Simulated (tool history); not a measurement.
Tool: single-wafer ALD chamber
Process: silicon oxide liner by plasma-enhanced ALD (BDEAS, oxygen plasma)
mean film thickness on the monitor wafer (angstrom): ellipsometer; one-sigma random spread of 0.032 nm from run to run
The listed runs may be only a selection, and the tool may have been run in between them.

| run | hour | heater temperature setpoint (°C) | number of ALD cycles (cycles) | mean film thickness on the monitor wafer (angstrom) |
|---|---|---|---|---|
| 1 | 0.0 | 315 | 63 | 55.146 |
| 2 | 4.5 | 314 | 66 | 58.357 |
| 3 | 7.7 | 314 | 62 | 54.575 |
| 4 | 9.1 | 308 | 62 | 55.018 |
| 5 | 15.1 | 299 | 62 | 55.956 |
| 6 | 19.2 | 298 | 65 | 58.267 |
| 7 | 27.3 | 298 | 67 | 59.802 |
| 8 | 30.9 | 298 | 69 | 61.911 |
| 9 | 31.5 | 298 | 70 | 63.081 |

Run 10, settings as shown, results not yet in. Your forecast:
| 10 | 36.4 | 298 | 71 | ? |

Run 10 yielded mean film thickness on the monitor wafer (angstrom) 63.554.
